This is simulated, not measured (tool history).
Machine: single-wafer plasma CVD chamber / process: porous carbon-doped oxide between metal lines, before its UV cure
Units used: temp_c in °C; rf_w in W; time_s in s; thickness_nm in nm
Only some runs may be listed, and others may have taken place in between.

| run | hour | temp_c | rf_w | time_s | thickness_nm |
|---|---|---|---|---|---|
| 1 | 0.0 | 320 | 525 | 16.8 | 84.722 |
| 2 | 7.2 | 320 | 525 | 16.8 | 85.313 |
| 3 | 8.2 | 316 | 530 | 16.8 | 88.275 |
| 4 | 9.6 | 311 | 530 | 16.8 | 89.774 |
| 5 | 15.3 | 317 | 530 | 16.8 | 87.417 |
| 6 | 22.6 | 324 | 530 | 16.8 | 83.130 |
| 7 | 29.8 | 320 | 535 | 16.8 | 85.790 |
| 8 | 31.1 | 317 | 540 | 16.8 | 87.404 |

For run 9, what comes out?
| 9 | 38.9 | 314 | 545 | 16.8 | ? |

{"run 9": {"thickness_nm": 89.419}}
